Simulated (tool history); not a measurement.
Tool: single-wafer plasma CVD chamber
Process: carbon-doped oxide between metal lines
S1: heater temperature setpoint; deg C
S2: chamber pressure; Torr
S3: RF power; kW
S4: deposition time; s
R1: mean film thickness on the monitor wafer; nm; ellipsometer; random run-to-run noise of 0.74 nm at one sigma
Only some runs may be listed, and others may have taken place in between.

run	hour	S1	S2	S3	S4	R1
1	0.0	335	3.61	0.430	32	147.67
2	9.0	336	3.55	0.425	32	143.88
3	11.5	336	3.55	0.425	32	144.96
4	15.5	337	3.50	0.425	32	144.98
5	21.3	338	3.47	0.420	32	141.79
6	25.4	344	3.47	0.420	32	139.33
7	34.4	345	3.44	0.420	32	139.65
8	43.3	346	3.40	0.420	32	138.43

The next listed run, before its measurement:
9	49.5	347	3.37	0.420	32	?

R1: 137.47 nm

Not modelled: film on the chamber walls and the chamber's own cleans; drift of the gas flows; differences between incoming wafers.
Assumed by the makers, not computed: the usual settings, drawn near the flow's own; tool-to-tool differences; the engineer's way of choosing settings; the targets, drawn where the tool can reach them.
